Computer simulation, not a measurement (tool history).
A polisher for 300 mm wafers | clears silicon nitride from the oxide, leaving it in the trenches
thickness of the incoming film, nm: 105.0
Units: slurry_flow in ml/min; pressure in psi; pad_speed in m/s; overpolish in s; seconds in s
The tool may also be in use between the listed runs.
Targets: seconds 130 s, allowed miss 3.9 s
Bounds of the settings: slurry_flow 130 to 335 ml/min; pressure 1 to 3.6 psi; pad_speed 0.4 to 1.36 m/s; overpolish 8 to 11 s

run 1 hour=0 | slurry_flow=215 pressure=2.3 pad_speed=0.88 overpolish=11 | seconds=181.21
run 2 hour=2.1 | slurry_flow=240 pressure=2.3 pad_speed=0.88 overpolish=11 | seconds=179.96
run 3 hour=4.5 | slurry_flow=240 pressure=2.5 pad_speed=0.88 overpolish=11 | seconds=166.81
run 4 hour=11.9 | slurry_flow=240 pressure=2.6 pad_speed=0.88 overpolish=11 | seconds=159.08
run 5 hour=20.3 | slurry_flow=240 pressure=2.7 pad_speed=0.88 overpolish=11 | seconds=156.69
run 6 hour=28.8 | slurry_flow=240 pressure=2.8 pad_speed=0.88 overpolish=11 | seconds=152.25
run 7 hour=34 | slurry_flow=240 pressure=2.8 pad_speed=0.88 overpolish=11 | seconds=150.49
run 8 hour=38.8 | slurry_flow=240 pressure=2.9 pad_speed=0.88 overpolish=11 | seconds=147.97
run 9 hour=40.2 | slurry_flow=245 pressure=3 pad_speed=0.88 overpolish=11 | seconds=142.81
run 10 hour=47.3 | slurry_flow=245 pressure=3.1 pad_speed=0.88 overpolish=11 | seconds=140.94
run 11 hour=48.8 | slurry_flow=245 pressure=3.2 pad_speed=0.88 overpolish=11 | seconds=134.39

4 next moves are on the table. One of them brings every result within its allowed miss. Which?
run A hour=50.3 | slurry_flow=230 pressure=3.5 pad_speed=0.8 overpolish=11 | seconds=?
run B hour=50.3 | slurry_flow=275 pressure=3.6 pad_speed=0.78 overpolish=11 | seconds=?
run C hour=50.3 | slurry_flow=215 pressure=3.6 pad_speed=0.84 overpolish=11 | seconds=?
run D hour=50.3 | slurry_flow=225 pressure=3.6 pad_speed=0.78 overpolish=9 | seconds=?

move=A seconds=140.13
move=B seconds=137.69
move=C seconds=131.4
move=D seconds=140.47
A: further off than the last run
B: further off than the last run
C: meets every target
D: further off than the last run
Move C is the one to make.

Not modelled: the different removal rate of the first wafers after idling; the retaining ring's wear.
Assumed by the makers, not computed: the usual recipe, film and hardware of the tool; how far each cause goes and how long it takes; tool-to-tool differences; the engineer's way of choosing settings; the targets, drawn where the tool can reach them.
